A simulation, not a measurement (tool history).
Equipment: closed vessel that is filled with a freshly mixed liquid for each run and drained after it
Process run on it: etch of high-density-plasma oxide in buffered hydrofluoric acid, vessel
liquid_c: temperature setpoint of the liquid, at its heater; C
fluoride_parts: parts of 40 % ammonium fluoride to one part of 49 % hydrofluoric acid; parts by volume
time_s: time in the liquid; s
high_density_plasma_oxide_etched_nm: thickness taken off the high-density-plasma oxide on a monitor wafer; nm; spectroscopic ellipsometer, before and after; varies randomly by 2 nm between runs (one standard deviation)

run	hour	liquid_c	fluoride_parts	time_s	high_density_plasma_oxide_etched_nm
1	0.0	21.0	8.5	90	230.41
2	9.0	21.0	6.5	90	302.63
3	16.2	21.5	6.5	90	308.51
4	23.8	22.0	6.5	90	317.67
5	26.8	22.5	6.5	90	329.75
6	28.1	22.5	5.0	90	414.93

Run 7, settings as shown, results not yet in. Your forecast:
7	35.4	22.0	5.0	90	?

high_density_plasma_oxide_etched_nm: 400.42 nm
